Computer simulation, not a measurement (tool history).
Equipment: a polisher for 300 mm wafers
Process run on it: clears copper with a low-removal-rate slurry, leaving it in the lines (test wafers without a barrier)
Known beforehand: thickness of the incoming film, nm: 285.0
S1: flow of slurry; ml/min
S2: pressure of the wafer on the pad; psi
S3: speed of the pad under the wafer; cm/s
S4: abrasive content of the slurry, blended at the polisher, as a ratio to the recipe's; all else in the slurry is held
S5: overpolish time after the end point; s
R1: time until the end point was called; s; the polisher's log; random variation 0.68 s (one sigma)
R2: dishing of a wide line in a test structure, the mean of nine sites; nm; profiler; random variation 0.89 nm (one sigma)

run  hour   S1   S2   S3   S4  S5      R1       R2
  1   0.0  245  2.7  114  1.0   9  75.141  24.9580
  2   8.8  245  2.7  114  1.0   5  75.727  13.9760
  3  12.5  280  2.7  114  1.0   5  74.679  14.1320
  4  18.0  280  2.3  114  1.0   5  85.753  12.9890
  5  23.4  280  2.5  116  1.0   6  78.884  16.2700
  6  24.9  280  2.5  116  1.0   3  78.437   8.7148

Run 7 is up next; what results do you expect?
  7  29.7  275  3.2  116  1.0   7   ?   ?

R1: 63.436 s
R2: 22.7690 nm
